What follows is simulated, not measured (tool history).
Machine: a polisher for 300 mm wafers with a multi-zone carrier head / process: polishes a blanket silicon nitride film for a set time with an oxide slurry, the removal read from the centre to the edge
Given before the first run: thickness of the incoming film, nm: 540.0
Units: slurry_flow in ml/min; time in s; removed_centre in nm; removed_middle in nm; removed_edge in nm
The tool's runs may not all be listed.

{"run": 1, "day": 0.0, "slurry_flow": 255, "centre_zone": 1.0, "middle_zone": 1.0, "edge_zone": 1.0, "slurry_solids": 1.0, "time": 67, "removed_centre": 25.865, "removed_middle": 27.021, "removed_edge": 27.172}
{"run": 2, "day": 0.258, "slurry_flow": 255, "centre_zone": 1.0, "middle_zone": 1.0, "edge_zone": 0.93, "slurry_solids": 1.0, "time": 67, "removed_centre": 27.156, "removed_middle": 26.806, "removed_edge": 26.604}
{"run": 3, "day": 0.608, "slurry_flow": 255, "centre_zone": 1.0, "middle_zone": 1.0, "edge_zone": 0.85, "slurry_solids": 1.0, "time": 67, "removed_centre": 26.505, "removed_middle": 26.946, "removed_edge": 25.605}
{"run": 4, "day": 0.704, "slurry_flow": 255, "centre_zone": 1.0, "middle_zone": 1.0, "edge_zone": 0.85, "slurry_solids": 1.0, "time": 60, "removed_centre": 23.719, "removed_middle": 23.953, "removed_edge": 23.085}
{"run": 5, "day": 0.729, "slurry_flow": 255, "centre_zone": 1.0, "middle_zone": 1.0, "edge_zone": 0.93, "slurry_solids": 1.0, "time": 60, "removed_centre": 24.431, "removed_middle": 24.27, "removed_edge": 23.855}
{"run": 6, "day": 0.812, "slurry_flow": 205, "centre_zone": 1.0, "middle_zone": 1.0, "edge_zone": 0.93, "slurry_solids": 1.0, "time": 60, "removed_centre": 23.043, "removed_middle": 23.726, "removed_edge": 23.728}

The next listed run, before its measurement:
{"run": 7, "day": 1.054, "slurry_flow": 190, "centre_zone": 0.96, "middle_zone": 0.95, "edge_zone": 0.95, "slurry_solids": 0.85, "time": 58, "removed_centre": "?", "removed_middle": "?", "removed_edge": "?"}

Run 7 yielded removed_centre 19.400 nm, removed_middle 19.349 nm, removed_edge 20.361 nm.

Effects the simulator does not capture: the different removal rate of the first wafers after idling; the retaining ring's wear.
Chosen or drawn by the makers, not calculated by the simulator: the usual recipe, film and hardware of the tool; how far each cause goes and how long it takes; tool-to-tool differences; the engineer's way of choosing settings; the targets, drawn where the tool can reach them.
